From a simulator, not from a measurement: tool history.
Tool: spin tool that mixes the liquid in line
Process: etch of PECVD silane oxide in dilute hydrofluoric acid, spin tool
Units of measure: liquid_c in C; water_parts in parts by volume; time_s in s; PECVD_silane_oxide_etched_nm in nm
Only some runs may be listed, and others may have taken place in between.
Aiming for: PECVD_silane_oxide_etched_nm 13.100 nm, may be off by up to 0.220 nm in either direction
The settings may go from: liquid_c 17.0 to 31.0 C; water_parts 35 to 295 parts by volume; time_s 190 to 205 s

run,hour,liquid_c,water_parts,time_s,PECVD_silane_oxide_etched_nm
1,0.0,23.0,165,190,28.815
2,5.1,22.0,180,190,24.785
3,8.4,21.0,190,190,22.382
4,9.9,22.5,190,190,23.854
5,16.2,25.0,190,190,25.873
6,19.8,23.5,200,190,23.154
7,24.9,22.0,210,190,20.709
8,25.7,21.0,220,190,18.905
9,34.4,20.0,230,190,17.081
10,35.1,19.5,235,190,16.448
11,38.8,19.0,240,190,15.686
12,45.0,19.0,240,190,15.674
13,48.6,18.5,245,190,14.993
14,52.6,18.0,250,190,14.395
15,54.4,17.5,255,190,13.784

Which one of the following 5 next-run settings gets every result inside its allowed miss? There is exactly one.
A,56.2,17.0,260,205,?
B,56.2,17.0,280,200,?
C,56.2,18.5,290,195,?
D,56.2,17.5,285,200,?
E,56.2,21.0,295,190,?

move,PECVD_silane_oxide_etched_nm
A,14.191
B,12.637
C,12.483
D,12.601
E,13.050
A: misses by more than the last run did
B: takes the biggest miss from the last run beyond its target
C: takes the biggest miss from the last run beyond its target
D: takes the biggest miss from the last run beyond its target
E: every result within its allowed miss
Go with E: it meets all targets.

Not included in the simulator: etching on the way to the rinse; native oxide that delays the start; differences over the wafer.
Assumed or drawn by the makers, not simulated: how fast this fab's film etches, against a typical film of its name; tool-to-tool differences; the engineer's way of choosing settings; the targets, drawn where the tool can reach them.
